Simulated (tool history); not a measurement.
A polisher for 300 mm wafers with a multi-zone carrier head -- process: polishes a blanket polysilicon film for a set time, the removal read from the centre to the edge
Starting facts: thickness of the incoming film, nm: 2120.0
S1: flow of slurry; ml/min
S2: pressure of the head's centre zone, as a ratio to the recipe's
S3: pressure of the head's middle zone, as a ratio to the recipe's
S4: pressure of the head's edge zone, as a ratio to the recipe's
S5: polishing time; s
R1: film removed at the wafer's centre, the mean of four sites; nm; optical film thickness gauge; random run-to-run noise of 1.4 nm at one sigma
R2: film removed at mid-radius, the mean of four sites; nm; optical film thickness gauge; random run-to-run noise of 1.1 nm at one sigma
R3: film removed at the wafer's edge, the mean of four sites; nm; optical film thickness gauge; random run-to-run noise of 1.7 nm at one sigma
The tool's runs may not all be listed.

{"run": 1, "day": 0.0, "S1": 190, "S2": 1.0, "S3": 1.0, "S4": 1.0, "S5": 48, "R1": 202.89, "R2": 198.86, "R3": 197.72}
{"run": 2, "day": 0.267, "S1": 190, "S2": 1.01, "S3": 0.99, "S4": 0.98, "S5": 47, "R1": 197.58, "R2": 198.21, "R3": 191.76}
{"run": 3, "day": 0.346, "S1": 190, "S2": 1.01, "S3": 1.03, "S4": 0.98, "S5": 47, "R1": 200.28, "R2": 203.31, "R3": 192.05}
{"run": 4, "day": 0.462, "S1": 190, "S2": 0.94, "S3": 1.03, "S4": 0.98, "S5": 47, "R1": 185.65, "R2": 202.69, "R3": 189.7}
{"run": 5, "day": 0.704, "S1": 190, "S2": 0.94, "S3": 1.1, "S4": 0.98, "S5": 47, "R1": 183.73, "R2": 212.28, "R3": 190.67}
{"run": 6, "day": 1.017, "S1": 190, "S2": 0.88, "S3": 1.1, "S4": 0.98, "S5": 47, "R1": 175.22, "R2": 214.21, "R3": 194.58}
{"run": 7, "day": 1.192, "S1": 160, "S2": 0.98, "S3": 1.0, "S4": 0.88, "S5": 37, "R1": 145.24, "R2": 149.9, "R3": 142.06}
{"run": 8, "day": 1.279, "S1": 165, "S2": 0.99, "S3": 0.99, "S4": 0.88, "S5": 37, "R1": 146.89, "R2": 149.69, "R3": 144.48}
{"run": 9, "day": 1.517, "S1": 170, "S2": 1.0, "S3": 0.99, "S4": 0.87, "S5": 37, "R1": 150.96, "R2": 149.95, "R3": 136.57}

Run 10 is up next; what results do you expect?
{"run": 10, "day": 1.688, "S1": 170, "S2": 1.0, "S3": 0.99, "S4": 0.87, "S5": 37, "R1": "?", "R2": "?", "R3": "?"}

{"run 10": {"R1": 151.96, "R2": 148.49, "R3": 140.67}}

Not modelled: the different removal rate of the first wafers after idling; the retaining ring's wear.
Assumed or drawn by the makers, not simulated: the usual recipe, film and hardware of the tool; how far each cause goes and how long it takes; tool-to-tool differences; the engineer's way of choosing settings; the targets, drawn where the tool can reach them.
